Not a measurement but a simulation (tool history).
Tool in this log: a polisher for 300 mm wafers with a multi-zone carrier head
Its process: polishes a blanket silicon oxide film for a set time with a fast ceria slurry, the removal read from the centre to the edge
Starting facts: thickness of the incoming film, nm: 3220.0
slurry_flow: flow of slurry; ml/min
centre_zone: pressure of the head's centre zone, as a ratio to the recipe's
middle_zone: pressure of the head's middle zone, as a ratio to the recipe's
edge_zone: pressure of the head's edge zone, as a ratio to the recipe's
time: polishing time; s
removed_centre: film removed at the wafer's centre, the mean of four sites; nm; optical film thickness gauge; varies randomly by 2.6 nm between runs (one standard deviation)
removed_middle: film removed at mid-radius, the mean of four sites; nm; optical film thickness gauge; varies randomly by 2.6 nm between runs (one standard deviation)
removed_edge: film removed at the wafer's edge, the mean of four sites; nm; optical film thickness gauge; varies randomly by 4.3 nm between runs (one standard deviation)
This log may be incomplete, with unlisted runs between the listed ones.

{"run": 1, "hour": 0.0, "slurry_flow": 170, "centre_zone": 1.0, "middle_zone": 1.0, "edge_zone": 1.0, "time": 32, "removed_centre": 501.38, "removed_middle": 509.15, "removed_edge": 480.97}
{"run": 2, "hour": 2.7, "slurry_flow": 195, "centre_zone": 1.0, "middle_zone": 1.0, "edge_zone": 1.0, "time": 32, "removed_centre": 521.3, "removed_middle": 522.88, "removed_edge": 487.61}
{"run": 3, "hour": 6.7, "slurry_flow": 195, "centre_zone": 1.0, "middle_zone": 1.0, "edge_zone": 1.0, "time": 35, "removed_centre": 558.24, "removed_middle": 557.28, "removed_edge": 538.83}
{"run": 4, "hour": 13.4, "slurry_flow": 190, "centre_zone": 0.98, "middle_zone": 0.98, "edge_zone": 1.0, "time": 33, "removed_centre": 513.81, "removed_middle": 525.33, "removed_edge": 503.58}
{"run": 5, "hour": 17.5, "slurry_flow": 185, "centre_zone": 0.97, "middle_zone": 0.96, "edge_zone": 1.0, "time": 31, "removed_centre": 482.35, "removed_middle": 479.66, "removed_edge": 473.01}
{"run": 6, "hour": 19.4, "slurry_flow": 180, "centre_zone": 0.95, "middle_zone": 0.95, "edge_zone": 0.99, "time": 29, "removed_centre": 430.16, "removed_middle": 446.03, "removed_edge": 445.86}

Predict the results of run 7:
{"run": 7, "hour": 24.5, "slurry_flow": 180, "centre_zone": 0.95, "middle_zone": 0.95, "edge_zone": 0.98, "time": 27, "removed_centre": "?", "removed_middle": "?", "removed_edge": "?"}

removed_centre: 400.64 nm
removed_middle: 412.46 nm
removed_edge: 411.60 nm
